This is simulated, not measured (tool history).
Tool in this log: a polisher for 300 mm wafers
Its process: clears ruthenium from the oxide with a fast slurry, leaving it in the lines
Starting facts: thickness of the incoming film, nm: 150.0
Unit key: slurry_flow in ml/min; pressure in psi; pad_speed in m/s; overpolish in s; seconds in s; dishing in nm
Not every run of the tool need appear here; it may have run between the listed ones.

run 1 hour=0.0 | slurry_flow=185 pressure=2.3 pad_speed=0.94 slurry_solids=1.0 overpolish=13 | seconds=63.295 dishing=31.158
run 2 hour=1.3 | slurry_flow=185 pressure=2.3 pad_speed=0.78 slurry_solids=1.0 overpolish=13 | seconds=75.181 dishing=26.900
run 3 hour=7.9 | slurry_flow=185 pressure=2.3 pad_speed=0.78 slurry_solids=0.8 overpolish=13 | seconds=86.014 dishing=23.731
run 4 hour=13.3 | slurry_flow=185 pressure=2.5 pad_speed=0.78 slurry_solids=0.8 overpolish=13 | seconds=80.836 dishing=24.691
run 5 hour=22.1 | slurry_flow=140 pressure=2.5 pad_speed=0.78 slurry_solids=0.8 overpolish=13 | seconds=84.742 dishing=23.417
run 6 hour=26.5 | slurry_flow=140 pressure=2.5 pad_speed=0.78 slurry_solids=1.0 overpolish=13 | seconds=74.914 dishing=26.444
run 7 hour=33.2 | slurry_flow=130 pressure=3.0 pad_speed=0.78 slurry_solids=1.0 overpolish=18 | seconds=68.249 dishing=38.904
run 8 hour=40.2 | slurry_flow=140 pressure=3.0 pad_speed=0.78 slurry_solids=1.0 overpolish=18 | seconds=67.787 dishing=40.382
run 9 hour=48.2 | slurry_flow=150 pressure=3.0 pad_speed=0.78 slurry_solids=1.0 overpolish=18 | seconds=65.999 dishing=40.535

For run 10, what comes out?
run 10 hour=54.7 | slurry_flow=155 pressure=3.0 pad_speed=0.78 slurry_solids=1.0 overpolish=18 | seconds=? dishing=?

seconds: 66.165 s
dishing: 40.758 nm
